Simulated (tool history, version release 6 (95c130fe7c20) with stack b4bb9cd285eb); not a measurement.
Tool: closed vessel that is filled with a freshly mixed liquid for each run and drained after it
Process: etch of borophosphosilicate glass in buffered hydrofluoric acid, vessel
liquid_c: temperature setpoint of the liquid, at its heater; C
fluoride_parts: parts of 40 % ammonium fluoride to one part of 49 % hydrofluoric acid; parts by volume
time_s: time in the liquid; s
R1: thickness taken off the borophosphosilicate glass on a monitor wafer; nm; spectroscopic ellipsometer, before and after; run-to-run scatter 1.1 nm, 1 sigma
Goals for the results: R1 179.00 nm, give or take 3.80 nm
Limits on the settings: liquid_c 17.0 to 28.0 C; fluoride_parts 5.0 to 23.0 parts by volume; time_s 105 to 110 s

Run 1, hour 0.0: liquid_c 20.0 C, fluoride_parts 14.0 parts by volume, time_s 105 s. Result: R1 120.26 nm.
Run 2, hour 1.9: liquid_c 20.0 C, fluoride_parts 10.0 parts by volume, time_s 105 s. Result: R1 169.74 nm.
Run 3, hour 4.3: liquid_c 17.0 C, fluoride_parts 10.0 parts by volume, time_s 105 s. Result: R1 143.11 nm.
Run 4, hour 11.4: liquid_c 17.0 C, fluoride_parts 10.0 parts by volume, time_s 105 s. Result: R1 143.85 nm.
Run 5, hour 16.0: liquid_c 17.5 C, fluoride_parts 10.0 parts by volume, time_s 105 s. Result: R1 147.12 nm.
Run 6, hour 18.6: liquid_c 17.5 C, fluoride_parts 10.0 parts by volume, time_s 110 s. Result: R1 152.99 nm.
Run 7, hour 19.6: liquid_c 18.0 C, fluoride_parts 10.0 parts by volume, time_s 110 s. Result: R1 158.49 nm.
Run 8, hour 28.1: liquid_c 18.5 C, fluoride_parts 10.0 parts by volume, time_s 110 s. Result: R1 163.24 nm.
Run 9, hour 34.8: liquid_c 19.0 C, fluoride_parts 10.0 parts by volume, time_s 110 s. Result: R1 165.76 nm.

Pick the move, out of 4, that brings all results within their allowed miss; only one does.
Run A, hour 41.5: liquid_c 21.0 C, fluoride_parts 10.5 parts by volume, time_s 110 s. Result: R1 ?.
Run B, hour 41.5: liquid_c 22.5 C, fluoride_parts 11.0 parts by volume, time_s 110 s. Result: R1 ?.
Run C, hour 41.5: liquid_c 21.0 C, fluoride_parts 11.0 parts by volume, time_s 110 s. Result: R1 ?.
Run D, hour 41.5: liquid_c 18.5 C, fluoride_parts 10.5 parts by volume, time_s 105 s. Result: R1 ?.

move      R1
   A  178.26
   B  184.84
   C  170.27
   D  148.15
A: meets every target
B: takes the result that was furthest off past its target
C: gains on the last run, yet a result remains outside its allowed miss
D: moves away from the targets compared with the last run
Correct choice: A, which meets every target
